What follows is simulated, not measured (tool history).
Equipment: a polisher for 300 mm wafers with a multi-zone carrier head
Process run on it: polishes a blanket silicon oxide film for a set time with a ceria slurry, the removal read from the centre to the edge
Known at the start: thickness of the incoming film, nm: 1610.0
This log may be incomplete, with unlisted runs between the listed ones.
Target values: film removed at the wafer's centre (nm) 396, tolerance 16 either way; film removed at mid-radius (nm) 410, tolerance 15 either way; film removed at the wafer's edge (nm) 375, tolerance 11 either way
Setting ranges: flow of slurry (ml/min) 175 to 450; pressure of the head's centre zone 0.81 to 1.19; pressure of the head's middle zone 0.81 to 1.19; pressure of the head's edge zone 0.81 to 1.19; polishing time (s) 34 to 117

| run | hour | flow of slurry (ml/min) | pressure of the head's centre zone | pressure of the head's middle zone | pressure of the head's edge zone | polishing time (s) | film removed at the wafer's centre (nm) | film removed at mid-radius (nm) | film removed at the wafer's edge (nm) |
|---|---|---|---|---|---|---|---|---|---|
| 1 | 0 | 290 | 1 | 1 | 1 | 75 | 280.01 | 275.33 | 284.49 |
| 2 | 2.5 | 295 | 1.01 | 1.02 | 1.01 | 77 | 290.01 | 286.56 | 292.13 |
| 3 | 11.4 | 300 | 1.02 | 1.04 | 1.02 | 79 | 299.34 | 299.04 | 301.2 |
| 4 | 13.7 | 300 | 1.02 | 1.04 | 1.1 | 79 | 294.95 | 293.99 | 313.08 |
| 5 | 15.4 | 305 | 1.03 | 1.06 | 1.1 | 81 | 300.98 | 306.62 | 322.55 |
| 6 | 20.1 | 305 | 0.96 | 1.06 | 1.1 | 81 | 291.49 | 308.73 | 321.41 |
| 7 | 22 | 305 | 0.96 | 1.06 | 1.1 | 81 | 288.64 | 309.4 | 319.14 |
| 8 | 27.9 | 310 | 0.98 | 1.07 | 1.09 | 83 | 302.47 | 322.06 | 327.29 |
| 9 | 28.7 | 315 | 1 | 1.08 | 1.08 | 84 | 305.95 | 324.75 | 333.92 |
| 10 | 31 | 310 | 1.02 | 1.09 | 1.06 | 86 | 327.71 | 339.23 | 334.91 |
| 11 | 36.2 | 310 | 1.03 | 1.1 | 1.06 | 87 | 330.44 | 341.01 | 342.05 |
| 12 | 40.6 | 310 | 1.03 | 1.1 | 1.06 | 87 | 331.37 | 343.32 | 339.6 |
| 13 | 48.5 | 310 | 1.04 | 1.11 | 1.06 | 88 | 339.06 | 349.27 | 346.91 |
| 14 | 53.9 | 310 | 1.05 | 1.12 | 1.05 | 89 | 341.7 | 356.44 | 344.48 |
| 15 | 56.2 | 315 | 1.06 | 1.13 | 1.05 | 90 | 356.66 | 359.62 | 348.36 |
| 16 | 65.2 | 315 | 1.06 | 1.14 | 1.05 | 91 | 354.69 | 360.77 | 358.45 |
| 17 | 72.5 | 315 | 1.06 | 1.15 | 1.04 | 92 | 357.48 | 372.33 | 356.41 |

Which single option among these 4 for the next run brings every result within its allowed miss of target? Just one does.
| A | 79.8 | 275 | 1.1 | 1.19 | 1 | 99 | ? | ? | ? |
| B | 79.8 | 310 | 1.07 | 1.07 | 0.98 | 88 | ? | ? | ? |
| C | 79.8 | 285 | 0.97 | 1.19 | 0.92 | 102 | ? | ? | ? |
| D | 79.8 | 375 | 0.96 | 1.15 | 1.04 | 85 | ? | ? | ? |

| move | film removed at the wafer's centre (nm) | film removed at mid-radius (nm) | film removed at the wafer's edge (nm) |
|---|---|---|---|
| A | 390.19 | 406.38 | 380.25 |
| B | 343.92 | 337.97 | 338.05 |
| C | 368.74 | 420.4 | 377.6 |
| D | 312.93 | 349.57 | 339.81 |
A: all results land within tolerance of their targets
B: lands further from the targets than the last run did
C: brings the result that was furthest off to its target, and leaves another outside
D: lands further from the targets than the last run did
The move that meets every target is A.
